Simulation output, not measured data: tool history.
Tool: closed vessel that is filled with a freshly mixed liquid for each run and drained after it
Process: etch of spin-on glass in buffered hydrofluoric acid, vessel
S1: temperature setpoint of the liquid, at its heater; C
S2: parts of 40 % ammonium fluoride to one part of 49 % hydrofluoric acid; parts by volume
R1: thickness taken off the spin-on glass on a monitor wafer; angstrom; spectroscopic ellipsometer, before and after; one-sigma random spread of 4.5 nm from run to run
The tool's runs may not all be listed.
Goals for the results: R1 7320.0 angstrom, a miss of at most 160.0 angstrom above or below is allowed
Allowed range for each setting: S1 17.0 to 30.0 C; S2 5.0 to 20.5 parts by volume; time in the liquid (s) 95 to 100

Run 1, hour 0.0: S1 22.0 C, S2 12.5 parts by volume, time in the liquid (s) 95. Result: R1 2975.4 angstrom.
Run 2, hour 2.0: S1 18.5 C, S2 12.5 parts by volume, time in the liquid (s) 95. Result: R1 2430.2 angstrom.
Run 3, hour 10.4: S1 18.5 C, S2 14.0 parts by volume, time in the liquid (s) 95. Result: R1 2171.4 angstrom.
Run 4, hour 11.6: S1 18.5 C, S2 14.0 parts by volume, time in the liquid (s) 95. Result: R1 2205.7 angstrom.
Run 5, hour 16.3: S1 20.5 C, S2 12.5 parts by volume, time in the liquid (s) 95. Result: R1 2693.7 angstrom.
Run 6, hour 22.8: S1 22.0 C, S2 11.0 parts by volume, time in the liquid (s) 95. Result: R1 3305.6 angstrom.
Run 7, hour 30.6: S1 23.5 C, S2 10.0 parts by volume, time in the liquid (s) 95. Result: R1 3982.4 angstrom.
Run 8, hour 35.2: S1 24.5 C, S2 9.5 parts by volume, time in the liquid (s) 95. Result: R1 4346.4 angstrom.
Run 9, hour 42.7: S1 25.5 C, S2 9.0 parts by volume, time in the liquid (s) 95. Result: R1 4741.8 angstrom.
Run 10, hour 47.7: S1 26.5 C, S2 8.5 parts by volume, time in the liquid (s) 95. Result: R1 5310.1 angstrom.
Run 11, hour 53.8: S1 27.0 C, S2 8.0 parts by volume, time in the liquid (s) 95. Result: R1 5893.4 angstrom.
Run 12, hour 54.9: S1 27.5 C, S2 8.0 parts by volume, time in the liquid (s) 95. Result: R1 5982.7 angstrom.
Run 13, hour 63.6: S1 28.0 C, S2 8.0 parts by volume, time in the liquid (s) 95. Result: R1 6193.7 angstrom.
Run 14, hour 68.9: S1 28.5 C, S2 8.0 parts by volume, time in the liquid (s) 95. Result: R1 6267.0 angstrom.
Run 15, hour 69.9: S1 29.0 C, S2 8.0 parts by volume, time in the liquid (s) 95. Result: R1 6489.2 angstrom.
Run 16, hour 74.5: S1 30.0 C, S2 7.0 parts by volume, time in the liquid (s) 95. Result: R1 7887.4 angstrom.

Of the 5 settings listed for the next run, only one would bring every result within its allowed miss of target. Which one?
Run A, hour 79.1: S1 30.0 C, S2 7.5 parts by volume, time in the liquid (s) 95. Result: R1 ?.
Run B, hour 79.1: S1 25.5 C, S2 5.5 parts by volume, time in the liquid (s) 95. Result: R1 ?.
Run C, hour 79.1: S1 28.0 C, S2 6.0 parts by volume, time in the liquid (s) 100. Result: R1 ?.
Run D, hour 79.1: S1 29.0 C, S2 6.0 parts by volume, time in the liquid (s) 95. Result: R1 ?.
Run E, hour 79.1: S1 30.0 C, S2 7.0 parts by volume, time in the liquid (s) 100. Result: R1 ?.

move      R1
   A  7282.8
   B  7598.7
   C  8492.6
   D  8505.6
   E  8257.8
A: every result lands within tolerance
B: nearer the targets than the last run, but a result is still out of spec
C: moves away from the targets compared with the last run
D: moves away from the targets compared with the last run
E: moves away from the targets compared with the last run
A is the move that brings every result within its allowed miss.

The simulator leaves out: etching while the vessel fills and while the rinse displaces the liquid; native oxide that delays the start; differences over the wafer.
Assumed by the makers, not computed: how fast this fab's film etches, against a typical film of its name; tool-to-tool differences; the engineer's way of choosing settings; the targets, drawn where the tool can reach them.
